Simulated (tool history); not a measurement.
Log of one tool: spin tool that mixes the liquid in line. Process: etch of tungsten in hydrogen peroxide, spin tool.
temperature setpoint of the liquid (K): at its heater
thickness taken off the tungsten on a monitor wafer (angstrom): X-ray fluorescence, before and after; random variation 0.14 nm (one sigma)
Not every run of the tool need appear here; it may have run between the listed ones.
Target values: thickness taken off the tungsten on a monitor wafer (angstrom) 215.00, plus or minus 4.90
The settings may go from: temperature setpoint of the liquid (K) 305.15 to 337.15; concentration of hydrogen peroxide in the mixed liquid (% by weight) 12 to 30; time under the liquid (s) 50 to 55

run  hour  temperature setpoint of the liquid (K)  concentration of hydrogen peroxide in the mixed liquid (% by weight)  time under the liquid (s)  thickness taken off the tungsten on a monitor wafer (angstrom)
  1   0.0                                  321.15                                                                    22                         50                                                          523.90
  2   1.1                                  324.65                                                                    22                         50                                                          653.86
  3  10.0                                  320.15                                                                    22                         50                                                          494.34
  4  13.1                                  316.65                                                                    22                         50                                                          393.30
  5  21.4                                  312.15                                                                    22                         50                                                          300.08
  6  28.9                                  312.15                                                                    22                         50                                                          296.27
  7  35.0                                  311.15                                                                    22                         50                                                          279.77
  8  35.9                                  310.15                                                                    22                         50                                                          257.24
  9  39.6                                  310.15                                                                    22                         50                                                          259.01
 10  40.5                                  309.65                                                                    22                         50                                                          254.61
 11  49.3                                  309.15                                                                    22                         50                                                          246.53
 12  56.5                                  308.65                                                                    22                         50                                                          234.36
 13  59.7                                  308.15                                                                    22                         50                                                          227.03

Exactly one of the 4 candidate moves below puts every result within its allowed miss. Which one?
  A  62.9                                  307.65                                                                    21                         50                                                               ?
  B  62.9                                  308.65                                                                    21                         50                                                               ?
  C  62.9                                  307.15                                                                    23                         55                                                               ?
  D  62.9                                  305.65                                                                    25                         50                                                               ?

move  thickness taken off the tungsten on a monitor wafer (angstrom)
   A                                                          215.39
   B                                                          230.37
   C                                                          239.72
   D                                                          205.18
A: hits every target within its allowed miss
B: moves away from the targets compared with the last run
C: moves away from the targets compared with the last run
D: takes the result that was furthest off past its target
Answer: A
